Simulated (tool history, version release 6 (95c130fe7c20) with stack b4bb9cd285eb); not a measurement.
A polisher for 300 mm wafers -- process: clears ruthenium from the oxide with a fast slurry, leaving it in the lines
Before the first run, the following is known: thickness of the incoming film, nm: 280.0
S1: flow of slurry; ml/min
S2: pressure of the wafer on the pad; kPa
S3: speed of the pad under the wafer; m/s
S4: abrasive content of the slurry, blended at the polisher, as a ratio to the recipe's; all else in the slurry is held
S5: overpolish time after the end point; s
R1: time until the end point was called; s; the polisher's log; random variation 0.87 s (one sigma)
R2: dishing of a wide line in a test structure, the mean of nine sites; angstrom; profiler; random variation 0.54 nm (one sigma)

Run 1, hour 0.0: S1 135 ml/min, S2 13.8 kPa, S3 1.16 m/s, S4 1.0, S5 28 s. Result: R1 79.045 s, R2 484.05 angstrom.
Run 2, hour 7.5: S1 130 ml/min, S2 13.1 kPa, S3 1.16 m/s, S4 1.0, S5 24 s. Result: R1 84.644 s, R2 423.17 angstrom.
Run 3, hour 9.8: S1 125 ml/min, S2 13.1 kPa, S3 1.16 m/s, S4 1.0, S5 22 s. Result: R1 83.805 s, R2 393.81 angstrom.
Run 4, hour 18.3: S1 125 ml/min, S2 13.1 kPa, S3 1.40 m/s, S4 1.0, S5 22 s. Result: R1 71.516 s, R2 450.15 angstrom.
Run 5, hour 21.6: S1 125 ml/min, S2 13.1 kPa, S3 1.40 m/s, S4 1.0, S5 15 s. Result: R1 71.378 s, R2 362.37 angstrom.
Run 6, hour 24.3: S1 125 ml/min, S2 13.1 kPa, S3 1.68 m/s, S4 1.0, S5 15 s. Result: R1 59.987 s, R2 390.93 angstrom.
Run 7, hour 31.7: S1 120 ml/min, S2 11.7 kPa, S3 1.68 m/s, S4 1.0, S5 15 s. Result: R1 66.602 s, R2 383.94 angstrom.
Run 8, hour 33.1: S1 115 ml/min, S2 10.3 kPa, S3 1.68 m/s, S4 1.0, S5 15 s. Result: R1 75.990 s, R2 351.32 angstrom.
Run 9, hour 36.6: S1 110 ml/min, S2 9.7 kPa, S3 1.68 m/s, S4 1.0, S5 16 s. Result: R1 82.711 s, R2 356.03 angstrom.
Run 10, hour 37.2: S1 105 ml/min, S2 9.7 kPa, S3 1.68 m/s, S4 1.0, S5 16 s. Result: R1 82.626 s, R2 348.92 angstrom.

Run 11 is up next; what results do you expect?
Run 11, hour 45.8: S1 100 ml/min, S2 6.9 kPa, S3 1.68 m/s, S4 1.0, S5 19 s. Result: R1 ?, R2 ?.

{"run 11": {"R1": 114.29, "R2": 306.54}}
